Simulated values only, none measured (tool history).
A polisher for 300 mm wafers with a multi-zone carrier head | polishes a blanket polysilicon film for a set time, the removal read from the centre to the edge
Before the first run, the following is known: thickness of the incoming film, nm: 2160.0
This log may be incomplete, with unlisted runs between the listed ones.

run,hour,flow of slurry (ml/min),pressure of the head's centre zone,pressure of the head's middle zone,pressure of the head's edge zone,polishing time (s),film removed at the wafer's centre (Å),film removed at mid-radius (Å),film removed at the wafer's edge (Å)
1,0,260,1,1,1,64,5231.1,5442.5,5328.4
2,0.7,215,1,1,1,64,5232.3,5249.9,5216.2
3,1.9,215,1,1,1,77,6115.3,6358.8,6345.4
4,6.8,215,0.98,1,0.99,76,5970.4,6321.7,6151.5
5,10.2,215,0.98,1.06,0.99,76,5980,6510.3,6130.2
6,15,215,0.98,1.01,0.99,76,6026.4,6351.3,6145.7
7,22.3,220,0.96,1.01,1,74,5677.7,6248.3,6139.1
8,27.3,215,0.95,1,0.99,73,5596.1,6015,6080.1
9,29.4,215,0.94,1.01,0.98,72,5472.2,5912.7,5788.1
10,31,215,0.92,1.01,0.98,71,5198.6,5906.2,5785.7
11,32.6,210,0.91,1.01,0.97,71,5143,5861.3,5848.1

Predict the results of run 12:
12,33.6,210,0.9,1.01,0.96,70,?,?,?

film removed at the wafer's centre (Å): 5033.1
film removed at mid-radius (Å): 5887.3
film removed at the wafer's edge (Å): 5745.9

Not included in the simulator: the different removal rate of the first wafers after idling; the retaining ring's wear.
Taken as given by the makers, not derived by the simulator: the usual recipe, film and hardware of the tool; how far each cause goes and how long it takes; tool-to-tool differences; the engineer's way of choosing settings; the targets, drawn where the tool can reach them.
